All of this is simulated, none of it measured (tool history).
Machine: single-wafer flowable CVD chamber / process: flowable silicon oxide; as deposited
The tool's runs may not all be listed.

run	hour	heater temperature setpoint (°C)	chamber pressure (mTorr)	RF power (kW)	deposition time (s)	mean film thickness on the monitor wafer (Å)
1	0	100	915	2.62	356	2175.4
2	5.4	92	916	2.62	356	2834.7
3	9.2	92	916	2.62	356	2824.2
4	16.3	92	1069	2.62	356	3269.1
5	20.8	88	1070	2.62	356	3762.3
6	23	85	1070	2.62	356	4129.1

Run 7 is up next; what results do you expect?
# hour 24.6: thermocouple changed; heater temperature recalibrated
7	24.6	79	1071	2.62	356	?

mean film thickness on the monitor wafer (Å): 5739

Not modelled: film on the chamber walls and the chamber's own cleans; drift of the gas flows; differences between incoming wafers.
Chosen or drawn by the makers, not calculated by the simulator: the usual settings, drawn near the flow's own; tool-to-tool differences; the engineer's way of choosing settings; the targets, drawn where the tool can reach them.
